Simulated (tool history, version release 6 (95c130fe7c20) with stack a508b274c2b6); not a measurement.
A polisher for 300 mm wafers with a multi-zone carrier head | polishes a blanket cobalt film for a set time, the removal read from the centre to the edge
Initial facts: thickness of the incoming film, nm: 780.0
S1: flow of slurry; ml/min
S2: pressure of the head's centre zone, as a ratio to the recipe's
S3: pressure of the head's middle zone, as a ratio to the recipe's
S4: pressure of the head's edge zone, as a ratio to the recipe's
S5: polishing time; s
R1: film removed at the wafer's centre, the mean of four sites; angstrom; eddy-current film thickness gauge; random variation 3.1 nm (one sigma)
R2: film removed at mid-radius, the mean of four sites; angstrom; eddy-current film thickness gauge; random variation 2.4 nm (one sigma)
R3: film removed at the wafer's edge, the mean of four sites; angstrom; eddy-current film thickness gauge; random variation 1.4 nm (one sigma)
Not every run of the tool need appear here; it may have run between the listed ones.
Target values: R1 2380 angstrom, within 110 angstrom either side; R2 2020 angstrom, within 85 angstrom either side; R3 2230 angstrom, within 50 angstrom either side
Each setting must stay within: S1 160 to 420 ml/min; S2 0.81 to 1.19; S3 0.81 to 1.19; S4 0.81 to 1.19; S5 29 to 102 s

run 1 hour=0 | S1=270 S2=1 S3=1 S4=1 S5=65 | R1=2774.2 R2=2744.7 R3=2792.7
run 2 hour=4.6 | S1=260 S2=1 S3=0.95 S4=0.96 S5=62 | R1=2683.6 R2=2581.3 R3=2644.2
run 3 hour=8.8 | S1=255 S2=1.01 S3=0.91 S4=0.96 S5=58 | R1=2515.4 R2=2327.6 R3=2457.3
run 4 hour=14.2 | S1=255 S2=1.01 S3=0.91 S4=1.04 S5=58 | R1=2544.7 R2=2351 R3=2510
run 5 hour=18.2 | S1=215 S2=1.01 S3=0.91 S4=1.04 S5=58 | R1=2438.1 R2=2189.8 R3=2493.7
run 6 hour=18.7 | S1=215 S2=1.03 S3=0.9 S4=1.01 S5=56 | R1=2402.7 R2=2227.8 R3=2372.3
run 7 hour=20.2 | S1=215 S2=1.04 S3=0.87 S4=1.02 S5=55 | R1=2418.4 R2=2110.4 R3=2340.3
run 8 hour=27 | S1=205 S2=1.05 S3=0.86 S4=1.01 S5=55 | R1=2381.7 R2=2033.6 R3=2306.9

Which of these 4 next moves meets every target?
run A hour=33.8 | S1=160 S2=1 S3=0.84 S4=1.09 S5=59 | R1=? R2=? R3=?
run B hour=33.8 | S1=185 S2=0.99 S3=0.83 S4=1.02 S5=59 | R1=? R2=? R3=?
run C hour=33.8 | S1=240 S2=1.02 S3=0.82 S4=1.05 S5=54 | R1=? R2=? R3=?
run D hour=33.8 | S1=180 S2=1.08 S3=0.88 S4=0.99 S5=55 | R1=? R2=? R3=?

move=A R1=2300.2 R2=2055 R3=2453.7
move=B R1=2352.5 R2=2099.3 R3=2439.3
move=C R1=2322.3 R2=1985.6 R3=2329.2
move=D R1=2380.9 R2=2023.6 R3=2237.4
A: further off than the last run
B: further off than the last run
C: further off than the last run
D: in spec on every target
The move that meets every target is D.
